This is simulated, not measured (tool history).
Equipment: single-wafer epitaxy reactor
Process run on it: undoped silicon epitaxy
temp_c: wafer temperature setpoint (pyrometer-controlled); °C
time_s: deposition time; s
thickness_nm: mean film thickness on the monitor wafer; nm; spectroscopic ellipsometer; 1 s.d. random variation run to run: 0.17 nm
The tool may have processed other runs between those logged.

{"run": 1, "day": 0.0, "temp_c": 655, "time_s": 549, "thickness_nm": 104.82}
{"run": 2, "day": 0.133, "temp_c": 655, "time_s": 596, "thickness_nm": 113.07}
{"run": 3, "day": 0.412, "temp_c": 653, "time_s": 596, "thickness_nm": 109.32}
{"run": 4, "day": 0.6, "temp_c": 651, "time_s": 596, "thickness_nm": 105.46}
{"run": 5, "day": 0.729, "temp_c": 659, "time_s": 596, "thickness_nm": 121.82}
{"run": 6, "day": 1.021, "temp_c": 656, "time_s": 596, "thickness_nm": 115.63}
{"run": 7, "day": 1.375, "temp_c": 644, "time_s": 594, "thickness_nm": 91.824}
{"run": 8, "day": 1.588, "temp_c": 632, "time_s": 593, "thickness_nm": 72.584}

Run 9 has not been measured yet. What should we expect?
{"run": 9, "day": 1.712, "temp_c": 633, "time_s": 593, "thickness_nm": "?"}

{"run 9": {"thickness_nm": 73.909}}

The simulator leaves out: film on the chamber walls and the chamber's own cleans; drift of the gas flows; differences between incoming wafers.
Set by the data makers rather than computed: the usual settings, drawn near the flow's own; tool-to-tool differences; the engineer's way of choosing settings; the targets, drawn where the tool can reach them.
